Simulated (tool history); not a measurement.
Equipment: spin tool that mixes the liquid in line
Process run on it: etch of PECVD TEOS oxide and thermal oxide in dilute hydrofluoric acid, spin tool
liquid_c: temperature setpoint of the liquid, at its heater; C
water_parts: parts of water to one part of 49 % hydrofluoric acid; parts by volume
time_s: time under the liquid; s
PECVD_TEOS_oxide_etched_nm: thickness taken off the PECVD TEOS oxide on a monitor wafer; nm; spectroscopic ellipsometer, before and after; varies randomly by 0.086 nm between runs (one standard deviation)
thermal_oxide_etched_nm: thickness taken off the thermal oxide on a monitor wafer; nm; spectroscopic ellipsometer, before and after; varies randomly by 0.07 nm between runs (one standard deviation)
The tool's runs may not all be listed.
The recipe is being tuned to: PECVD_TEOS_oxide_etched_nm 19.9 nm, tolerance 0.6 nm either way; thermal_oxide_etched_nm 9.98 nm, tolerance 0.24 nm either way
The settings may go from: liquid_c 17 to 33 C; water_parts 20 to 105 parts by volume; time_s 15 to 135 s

{"run": 1, "hour": 0.0, "liquid_c": 25, "water_parts": 55, "time_s": 70, "PECVD_TEOS_oxide_etched_nm": 11.63, "thermal_oxide_etched_nm": 5.7411}
{"run": 2, "hour": 5.9, "liquid_c": 28.5, "water_parts": 55, "time_s": 70, "PECVD_TEOS_oxide_etched_nm": 13.339, "thermal_oxide_etched_nm": 6.8239}
{"run": 3, "hour": 12.3, "liquid_c": 29, "water_parts": 50, "time_s": 70, "PECVD_TEOS_oxide_etched_nm": 15.08, "thermal_oxide_etched_nm": 7.574}
{"run": 4, "hour": 13.4, "liquid_c": 32, "water_parts": 50, "time_s": 70, "PECVD_TEOS_oxide_etched_nm": 17.083, "thermal_oxide_etched_nm": 8.592}
{"run": 5, "hour": 20.8, "liquid_c": 33, "water_parts": 50, "time_s": 70, "PECVD_TEOS_oxide_etched_nm": 17.525, "thermal_oxide_etched_nm": 9.0008}
{"run": 6, "hour": 22.4, "liquid_c": 33, "water_parts": 50, "time_s": 45, "PECVD_TEOS_oxide_etched_nm": 11.285, "thermal_oxide_etched_nm": 5.7718}
{"run": 7, "hour": 25.4, "liquid_c": 33, "water_parts": 45, "time_s": 45, "PECVD_TEOS_oxide_etched_nm": 12.713, "thermal_oxide_etched_nm": 6.363}
{"run": 8, "hour": 31.6, "liquid_c": 33, "water_parts": 40, "time_s": 45, "PECVD_TEOS_oxide_etched_nm": 14.431, "thermal_oxide_etched_nm": 7.2354}
{"run": 9, "hour": 33.6, "liquid_c": 33, "water_parts": 35, "time_s": 45, "PECVD_TEOS_oxide_etched_nm": 16.615, "thermal_oxide_etched_nm": 8.2732}
{"hour": 41.2, "done": "thermometer replaced"}
{"run": 10, "hour": 41.2, "liquid_c": 33, "water_parts": 30, "time_s": 45, "PECVD_TEOS_oxide_etched_nm": 21.258, "thermal_oxide_etched_nm": 10.577}
{"run": 11, "hour": 42.8, "liquid_c": 32.5, "water_parts": 30, "time_s": 45, "PECVD_TEOS_oxide_etched_nm": 20.993, "thermal_oxide_etched_nm": 10.577}
{"run": 12, "hour": 43.6, "liquid_c": 32.5, "water_parts": 30, "time_s": 45, "PECVD_TEOS_oxide_etched_nm": 20.813, "thermal_oxide_etched_nm": 10.561}
{"run": 13, "hour": 47.3, "liquid_c": 32, "water_parts": 30, "time_s": 45, "PECVD_TEOS_oxide_etched_nm": 20.428, "thermal_oxide_etched_nm": 10.273}

Next run, 4 choices. One meets every target within its allowed miss, the rest don't. Which?
{"run": "A", "hour": 51.0, "liquid_c": 33, "water_parts": 70, "time_s": 110, "PECVD_TEOS_oxide_etched_nm": "?", "thermal_oxide_etched_nm": "?"}
{"run": "B", "hour": 51.0, "liquid_c": 31, "water_parts": 30, "time_s": 45, "PECVD_TEOS_oxide_etched_nm": "?", "thermal_oxide_etched_nm": "?"}
{"run": "C", "hour": 51.0, "liquid_c": 30, "water_parts": 35, "time_s": 60, "PECVD_TEOS_oxide_etched_nm": "?", "thermal_oxide_etched_nm": "?"}
{"run": "D", "hour": 51.0, "liquid_c": 33, "water_parts": 50, "time_s": 75, "PECVD_TEOS_oxide_etched_nm": "?", "thermal_oxide_etched_nm": "?"}

move=A PECVD_TEOS_oxide_etched_nm=20.873 thermal_oxide_etched_nm=10.561
move=B PECVD_TEOS_oxide_etched_nm=19.672 thermal_oxide_etched_nm=9.9532
move=C PECVD_TEOS_oxide_etched_nm=21.434 thermal_oxide_etched_nm=10.845
move=D PECVD_TEOS_oxide_etched_nm=20.582 thermal_oxide_etched_nm=10.414
A: the biggest miss grows against the last run
B: in spec on every target
C: the biggest miss grows against the last run
D: the biggest miss grows against the last run
Answer: B
